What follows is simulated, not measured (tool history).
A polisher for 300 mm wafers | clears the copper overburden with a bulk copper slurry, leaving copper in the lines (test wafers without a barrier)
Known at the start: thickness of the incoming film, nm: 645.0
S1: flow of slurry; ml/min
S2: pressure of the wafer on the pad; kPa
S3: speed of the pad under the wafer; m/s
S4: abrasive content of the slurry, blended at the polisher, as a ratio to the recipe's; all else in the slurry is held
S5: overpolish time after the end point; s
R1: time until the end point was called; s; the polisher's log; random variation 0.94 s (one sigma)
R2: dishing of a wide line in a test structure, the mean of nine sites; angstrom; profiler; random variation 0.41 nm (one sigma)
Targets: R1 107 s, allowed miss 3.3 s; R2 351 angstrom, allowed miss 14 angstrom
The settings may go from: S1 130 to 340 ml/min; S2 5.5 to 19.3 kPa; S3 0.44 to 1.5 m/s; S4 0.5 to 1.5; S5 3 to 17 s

run 1 day=0 | S1=220 S2=12.4 S3=0.96 S4=1 S5=9 | R1=126.64 R2=344.65
run 2 day=0.262 | S1=220 S2=12.4 S3=0.96 S4=0.8 S5=9 | R1=127.71 R2=326.65
run 3 day=0.308 | S1=225 S2=13.1 S3=0.96 S4=0.75 S5=9 | R1=122.39 R2=347.57
run 4 day=0.6 | S1=230 S2=13.8 S3=0.96 S4=0.75 S5=9 | R1=116.18 R2=365.08
run 5 day=0.671 | S1=230 S2=13.8 S3=0.96 S4=0.75 S5=11 | R1=114.54 R2=437.23
run 6 day=0.821 | S1=280 S2=13.8 S3=0.96 S4=0.75 S5=11 | R1=113.57 R2=447.36
run 7 day=0.933 | S1=280 S2=13.8 S3=0.96 S4=0.75 S5=10 | R1=113.75 R2=413.65
run 8 day=0.958 | S1=275 S2=13.8 S3=0.96 S4=0.75 S5=9 | R1=112.49 R2=375.61

4 next moves are on the table. One of them brings every result within its allowed miss. Which?
run A day=0.983 | S1=265 S2=13.1 S3=1 S4=0.85 S5=9 | R1=? R2=?
run B day=0.983 | S1=265 S2=14.5 S3=0.98 S4=0.85 S5=9 | R1=? R2=?
run C day=0.983 | S1=305 S2=15.9 S3=0.88 S4=0.5 S5=8 | R1=? R2=?
run D day=0.983 | S1=250 S2=12.4 S3=1.06 S4=0.9 S5=10 | R1=? R2=?

move=A R1=114.44 R2=358.83
move=B R1=105.1 R2=388.77
move=C R1=107.16 R2=346.22
move=D R1=116.21 R2=386.68
A: brings the result that was furthest off to its target, and leaves another outside
B: further off than the last run
C: meets every target
D: further off than the last run
The right move is C.
